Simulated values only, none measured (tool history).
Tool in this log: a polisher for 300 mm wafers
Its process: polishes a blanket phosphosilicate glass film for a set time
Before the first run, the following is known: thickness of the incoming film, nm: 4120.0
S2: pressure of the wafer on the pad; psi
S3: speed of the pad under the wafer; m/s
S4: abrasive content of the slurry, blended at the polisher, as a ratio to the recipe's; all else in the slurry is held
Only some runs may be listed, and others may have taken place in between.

Run 1, hour 0: flow of slurry (ml/min) 230, S2 3.2 psi, S3 1.02 m/s, S4 1, polishing time (s) 65. Result: film removed (Å) 4690.
Run 2, hour 2.4: flow of slurry (ml/min) 230, S2 2.9 psi, S3 1.02 m/s, S4 1, polishing time (s) 65. Result: film removed (Å) 4341.6.
Run 3, hour 3.1: flow of slurry (ml/min) 230, S2 3.2 psi, S3 1.04 m/s, S4 1, polishing time (s) 65. Result: film removed (Å) 4788.4.
Run 4, hour 10.2: flow of slurry (ml/min) 230, S2 2.5 psi, S3 1.04 m/s, S4 1, polishing time (s) 65. Result: film removed (Å) 3680.2.
Run 5, hour 14.9: flow of slurry (ml/min) 230, S2 2.5 psi, S3 0.8 m/s, S4 1, polishing time (s) 65. Result: film removed (Å) 3227.2.
Run 6, hour 19.8: flow of slurry (ml/min) 230, S2 2.9 psi, S3 0.82 m/s, S4 1, polishing time (s) 65. Result: film removed (Å) 3814.2.
Run 7, hour 21.7: flow of slurry (ml/min) 230, S2 2.9 psi, S3 0.82 m/s, S4 1, polishing time (s) 65. Result: film removed (Å) 3715.4.

Run 8 has not been measured yet. What should we expect?
Run 8, hour 28: flow of slurry (ml/min) 230, S2 3.3 psi, S3 0.84 m/s, S4 1, polishing time (s) 65. Result: film removed (Å) ?.

{"run 8": {"film removed (Å)": 4250.9}}

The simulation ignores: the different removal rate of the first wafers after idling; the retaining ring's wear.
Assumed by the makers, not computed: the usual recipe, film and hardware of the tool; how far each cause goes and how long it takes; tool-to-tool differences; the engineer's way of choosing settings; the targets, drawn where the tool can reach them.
